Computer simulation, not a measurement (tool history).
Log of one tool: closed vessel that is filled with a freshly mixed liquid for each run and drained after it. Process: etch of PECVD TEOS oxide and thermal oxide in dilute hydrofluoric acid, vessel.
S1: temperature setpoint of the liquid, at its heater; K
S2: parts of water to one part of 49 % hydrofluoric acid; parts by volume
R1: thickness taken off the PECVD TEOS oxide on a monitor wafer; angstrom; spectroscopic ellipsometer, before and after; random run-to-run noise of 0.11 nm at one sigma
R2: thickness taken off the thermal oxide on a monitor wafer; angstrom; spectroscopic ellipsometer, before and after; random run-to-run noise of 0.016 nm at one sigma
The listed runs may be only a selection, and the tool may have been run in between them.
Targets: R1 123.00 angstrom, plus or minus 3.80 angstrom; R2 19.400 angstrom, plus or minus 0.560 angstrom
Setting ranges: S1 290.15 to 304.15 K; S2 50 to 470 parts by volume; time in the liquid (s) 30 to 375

Run 1, hour 0.0: S1 296.15 K, S2 260 parts by volume, time in the liquid (s) 190. Result: R1 194.74 angstrom, R2 30.712 angstrom.
Run 2, hour 4.8: S1 296.15 K, S2 210 parts by volume, time in the liquid (s) 190. Result: R1 251.19 angstrom, R2 39.740 angstrom.
Run 3, hour 8.5: S1 293.15 K, S2 210 parts by volume, time in the liquid (s) 190. Result: R1 228.27 angstrom, R2 35.969 angstrom.
Run 4, hour 9.5: S1 293.15 K, S2 210 parts by volume, time in the liquid (s) 235. Result: R1 274.49 angstrom, R2 43.363 angstrom.
Run 5, hour 16.0: S1 293.15 K, S2 210 parts by volume, time in the liquid (s) 170. Result: R1 201.84 angstrom, R2 31.497 angstrom.
Run 6, hour 23.9: S1 293.15 K, S2 210 parts by volume, time in the liquid (s) 225. Result: R1 262.63 angstrom, R2 42.203 angstrom.
Run 7, hour 31.5: S1 292.65 K, S2 235 parts by volume, time in the liquid (s) 225. Result: R1 228.79 angstrom, R2 35.519 angstrom.
Run 8, hour 37.7: S1 292.65 K, S2 255 parts by volume, time in the liquid (s) 225. Result: R1 206.68 angstrom, R2 32.312 angstrom.
Run 9, hour 39.6: S1 292.15 K, S2 270 parts by volume, time in the liquid (s) 225. Result: R1 188.90 angstrom, R2 30.037 angstrom.
Run 10, hour 40.5: S1 291.65 K, S2 285 parts by volume, time in the liquid (s) 225. Result: R1 170.76 angstrom, R2 27.145 angstrom.
Run 11, hour 46.6: S1 291.15 K, S2 295 parts by volume, time in the liquid (s) 225. Result: R1 163.24 angstrom, R2 25.241 angstrom.
Run 12, hour 55.3: S1 291.15 K, S2 305 parts by volume, time in the liquid (s) 225. Result: R1 157.69 angstrom, R2 24.444 angstrom.
Run 13, hour 57.9: S1 291.15 K, S2 315 parts by volume, time in the liquid (s) 225. Result: R1 153.21 angstrom, R2 23.615 angstrom.
Run 14, hour 66.5: S1 291.15 K, S2 315 parts by volume, time in the liquid (s) 225. Result: R1 150.85 angstrom, R2 24.071 angstrom.
Run 15, hour 73.7: S1 291.15 K, S2 320 parts by volume, time in the liquid (s) 225. Result: R1 148.51 angstrom, R2 23.552 angstrom.
At hour 75.6: hydrofluoric acid flow meter replaced.
Run 16, hour 75.6: S1 291.15 K, S2 325 parts by volume, time in the liquid (s) 225. Result: R1 127.72 angstrom, R2 20.034 angstrom.

Of the 4 settings listed for the next run, only one would bring every result within its allowed miss of target. Which one?
Run A, hour 77.5: S1 290.15 K, S2 350 parts by volume, time in the liquid (s) 260. Result: R1 ?, R2 ?.
Run B, hour 77.5: S1 290.65 K, S2 365 parts by volume, time in the liquid (s) 280. Result: R1 ?, R2 ?.
Run C, hour 77.5: S1 292.65 K, S2 400 parts by volume, time in the liquid (s) 270. Result: R1 ?, R2 ?.
Run D, hour 77.5: S1 290.15 K, S2 175 parts by volume, time in the liquid (s) 115. Result: R1 ?, R2 ?.

move      R1      R2
   A  129.48  20.568
   B  134.55  21.374
   C  123.60  19.634
   D  133.27  21.170
A: the biggest miss grows against the last run
B: the biggest miss grows against the last run
C: every result lands within tolerance
D: the biggest miss grows against the last run
The right move is C.

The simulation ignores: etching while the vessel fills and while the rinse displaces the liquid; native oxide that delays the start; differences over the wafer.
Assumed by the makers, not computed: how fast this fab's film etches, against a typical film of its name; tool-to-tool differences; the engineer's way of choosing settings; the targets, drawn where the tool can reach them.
